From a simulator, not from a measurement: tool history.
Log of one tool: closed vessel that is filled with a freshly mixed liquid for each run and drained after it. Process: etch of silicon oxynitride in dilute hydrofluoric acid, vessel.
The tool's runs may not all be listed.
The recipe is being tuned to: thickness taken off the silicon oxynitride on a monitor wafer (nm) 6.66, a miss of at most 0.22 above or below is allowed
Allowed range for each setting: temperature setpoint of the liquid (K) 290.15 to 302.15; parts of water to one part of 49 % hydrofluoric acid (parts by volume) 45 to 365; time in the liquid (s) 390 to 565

run,hour,temperature setpoint of the liquid (K),parts of water to one part of 49 % hydrofluoric acid (parts by volume),time in the liquid (s),thickness taken off the silicon oxynitride on a monitor wafer (nm)
1,0,294.15,205,565,3.4819
2,2,295.65,195,565,3.9275
3,8.3,296.65,185,565,4.3864
4,17.1,296.65,230,565,3.3959
5,19.8,297.65,215,565,3.9171
6,22.3,298.15,205,565,4.2366
7,31.2,298.65,195,565,4.5754
8,39.7,299.15,190,565,4.7464
9,44.3,299.65,185,565,4.9905
10,51.9,302.15,145,565,7.3631
11,55.1,301.65,145,565,7.1515
12,59,300.65,145,565,7.0016

Below are 4 possible settings for the next run. Only one of them brings all results inside the allowed miss of their targets. Which is it?
A,62.9,300.15,105,390,?
B,62.9,302.15,150,565,?
C,62.9,302.15,145,565,?
D,62.9,300.15,135,565,?

move,thickness taken off the silicon oxynitride on a monitor wafer (nm)
A,6.6968
B,7.1248
C,7.4049
D,7.344
A: hits every target within its allowed miss
B: lands further from the targets than the last run did
C: lands further from the targets than the last run did
D: lands further from the targets than the last run did
So the answer is move A, the one that meets all the targets.

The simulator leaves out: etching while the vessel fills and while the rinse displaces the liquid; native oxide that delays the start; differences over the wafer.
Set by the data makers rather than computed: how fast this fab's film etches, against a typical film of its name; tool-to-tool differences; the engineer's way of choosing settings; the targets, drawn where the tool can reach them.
